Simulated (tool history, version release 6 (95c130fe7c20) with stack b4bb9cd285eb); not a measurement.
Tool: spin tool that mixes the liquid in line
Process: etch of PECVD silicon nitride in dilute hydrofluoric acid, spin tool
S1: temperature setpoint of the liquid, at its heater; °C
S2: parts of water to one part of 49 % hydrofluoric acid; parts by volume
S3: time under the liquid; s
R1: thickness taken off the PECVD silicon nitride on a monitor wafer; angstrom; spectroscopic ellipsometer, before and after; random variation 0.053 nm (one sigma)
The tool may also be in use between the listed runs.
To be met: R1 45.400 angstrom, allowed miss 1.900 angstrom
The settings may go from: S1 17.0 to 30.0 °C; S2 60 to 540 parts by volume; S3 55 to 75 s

| run | day | S1 | S2 | S3 | R1 |
|---|---|---|---|---|---|
| 1 | 0.000 | 22.0 | 300 | 75 | 13.674 |
| 2 | 0.346 | 24.5 | 225 | 75 | 21.076 |
| 3 | 0.450 | 28.0 | 225 | 75 | 26.465 |
| 4 | 0.625 | 28.0 | 150 | 75 | 40.148 |
| 5 | 0.904 | 28.5 | 150 | 75 | 40.714 |
| 6 | 0.954 | 28.5 | 150 | 55 | 30.269 |
| 7 | 1.146 | 29.0 | 125 | 55 | 37.394 |
| 8 | 1.500 | 29.5 | 115 | 55 | 41.322 |

4 next moves are on the table. One of them brings every result within its allowed miss. Which?
| A | 1.854 | 30.0 | 170 | 75 | ? |
| B | 1.854 | 26.0 | 140 | 75 | ? |
| C | 1.854 | 30.0 | 110 | 55 | ? |
| D | 1.854 | 29.0 | 115 | 55 | ? |

| move | R1 |
|---|---|
| A | 38.905 |
| B | 36.888 |
| C | 44.332 |
| D | 39.820 |
A: further off than the last run
B: further off than the last run
C: meets every target
D: further off than the last run
Answer: C

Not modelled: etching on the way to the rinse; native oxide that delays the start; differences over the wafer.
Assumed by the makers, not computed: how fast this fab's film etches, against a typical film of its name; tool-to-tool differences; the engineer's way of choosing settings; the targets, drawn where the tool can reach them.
